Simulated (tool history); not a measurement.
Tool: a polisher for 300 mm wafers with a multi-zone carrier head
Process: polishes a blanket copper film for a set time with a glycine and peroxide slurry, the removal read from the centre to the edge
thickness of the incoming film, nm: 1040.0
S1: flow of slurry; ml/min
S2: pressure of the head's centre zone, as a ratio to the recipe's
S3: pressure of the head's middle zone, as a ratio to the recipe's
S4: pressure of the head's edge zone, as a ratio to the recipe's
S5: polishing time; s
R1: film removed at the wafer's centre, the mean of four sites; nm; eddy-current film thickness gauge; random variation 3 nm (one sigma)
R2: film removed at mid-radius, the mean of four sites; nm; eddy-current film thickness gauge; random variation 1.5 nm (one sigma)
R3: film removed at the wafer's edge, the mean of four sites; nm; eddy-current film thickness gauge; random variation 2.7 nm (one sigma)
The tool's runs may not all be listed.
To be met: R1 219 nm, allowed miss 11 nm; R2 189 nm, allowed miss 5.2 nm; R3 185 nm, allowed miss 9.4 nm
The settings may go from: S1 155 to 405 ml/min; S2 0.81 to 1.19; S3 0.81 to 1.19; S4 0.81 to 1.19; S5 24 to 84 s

| run | hour | S1 | S2 | S3 | S4 | S5 | R1 | R2 | R3 |
|---|---|---|---|---|---|---|---|---|---|
| 1 | 0 | 260 | 1 | 1 | 1 | 54 | 297.85 | 294.26 | 300.73 |
| 2 | 3.2 | 260 | 1.02 | 0.99 | 0.97 | 49 | 280.18 | 269.62 | 269.9 |
| 3 | 11.9 | 260 | 1.03 | 0.97 | 0.95 | 45 | 257.15 | 241.76 | 251.74 |
| 4 | 13.9 | 225 | 1.03 | 0.97 | 0.95 | 45 | 259.02 | 238.81 | 237.25 |
|  | 17.8 | worn pad replaced by a new one |
| 5 | 17.8 | 225 | 1.03 | 1.05 | 0.95 | 45 | 272.41 | 271.82 | 257.7 |
| 6 | 24.2 | 225 | 1.03 | 1.08 | 0.95 | 45 | 276.39 | 274.82 | 258.79 |
| 7 | 29.3 | 210 | 1.03 | 1.03 | 0.92 | 44 | 260.64 | 261.21 | 253.63 |
| 8 | 34.5 | 200 | 1.03 | 1.02 | 0.97 | 42 | 254.85 | 242.83 | 233.06 |
| 9 | 37.7 | 190 | 1.03 | 1 | 0.98 | 40 | 239.77 | 224.94 | 227.36 |
| 10 | 45.7 | 185 | 1.04 | 0.99 | 0.95 | 39 | 235.44 | 220.85 | 220.59 |
| 11 | 47.7 | 180 | 1.06 | 0.98 | 0.93 | 37 | 222.1 | 205.7 | 201.03 |
| 12 | 49.7 | 170 | 1.11 | 0.92 | 0.88 | 37 | 233.3 | 192.97 | 205.7 |

4 next moves are on the table. One of them brings every result within its allowed miss. Which?
| A | 51.7 | 160 | 1.01 | 0.98 | 0.88 | 35 | ? | ? | ? |
| B | 51.7 | 170 | 1.09 | 0.91 | 0.89 | 38 | ? | ? | ? |
| C | 51.7 | 155 | 1.12 | 1.02 | 0.84 | 36 | ? | ? | ? |
| D | 51.7 | 205 | 1.1 | 0.97 | 0.86 | 34 | ? | ? | ? |

| move | R1 | R2 | R3 |
|---|---|---|---|
| A | 198.11 | 190.67 | 185 |
| B | 232.04 | 197.18 | 203.41 |
| C | 221.65 | 201.28 | 185.7 |
| D | 215.53 | 190.29 | 182.62 |
A: brings the result that was furthest off to its target, and leaves another outside
B: nearer than the last run, and not there yet
C: brings the result that was furthest off to its target, and leaves another outside
D: meets every target
Move D is the one to make.

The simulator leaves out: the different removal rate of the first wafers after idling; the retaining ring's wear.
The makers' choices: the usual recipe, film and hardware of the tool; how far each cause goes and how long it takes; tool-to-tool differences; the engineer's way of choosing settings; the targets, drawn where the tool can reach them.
